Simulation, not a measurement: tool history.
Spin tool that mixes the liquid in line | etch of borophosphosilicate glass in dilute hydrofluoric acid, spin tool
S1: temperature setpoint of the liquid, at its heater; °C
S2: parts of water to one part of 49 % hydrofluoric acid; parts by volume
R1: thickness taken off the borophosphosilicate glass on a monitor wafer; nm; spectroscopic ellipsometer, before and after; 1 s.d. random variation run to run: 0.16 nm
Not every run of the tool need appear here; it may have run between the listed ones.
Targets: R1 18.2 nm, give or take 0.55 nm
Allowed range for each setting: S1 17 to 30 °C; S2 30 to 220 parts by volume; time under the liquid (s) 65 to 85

run 1 hour=0 | S1=22 S2=125 time_under_the_liquid_(s)=85 | R1=26.77
run 2 hour=3.6 | S1=24.5 S2=125 time_under_the_liquid_(s)=85 | R1=29.744
run 3 hour=4.4 | S1=28 S2=125 time_under_the_liquid_(s)=85 | R1=34.044
run 4 hour=12.6 | S1=28 S2=125 time_under_the_liquid_(s)=65 | R1=25.951
run 5 hour=21.5 | S1=28 S2=140 time_under_the_liquid_(s)=65 | R1=22.904
run 6 hour=30.4 | S1=30 S2=140 time_under_the_liquid_(s)=65 | R1=24.176
run 7 hour=36.7 | S1=29 S2=140 time_under_the_liquid_(s)=65 | R1=23.38
run 8 hour=37.5 | S1=28 S2=140 time_under_the_liquid_(s)=65 | R1=22.921

4 candidate next runs follow, results not yet known. Just one meets every target within its allowed miss. Identify it.
run A hour=38.3 | S1=27 S2=160 time_under_the_liquid_(s)=70 | R1=?
run B hour=38.3 | S1=28 S2=190 time_under_the_liquid_(s)=75 | R1=?
run C hour=38.3 | S1=25.5 S2=170 time_under_the_liquid_(s)=80 | R1=?
run D hour=38.3 | S1=29 S2=160 time_under_the_liquid_(s)=65 | R1=?

move=A R1=19.872
move=B R1=17.863
move=C R1=19.979
move=D R1=19.825
A: moves toward the targets from the last run without getting all of them in spec
B: in spec on every target
C: moves toward the targets from the last run without getting all of them in spec
D: moves toward the targets from the last run without getting all of them in spec
Answer: B
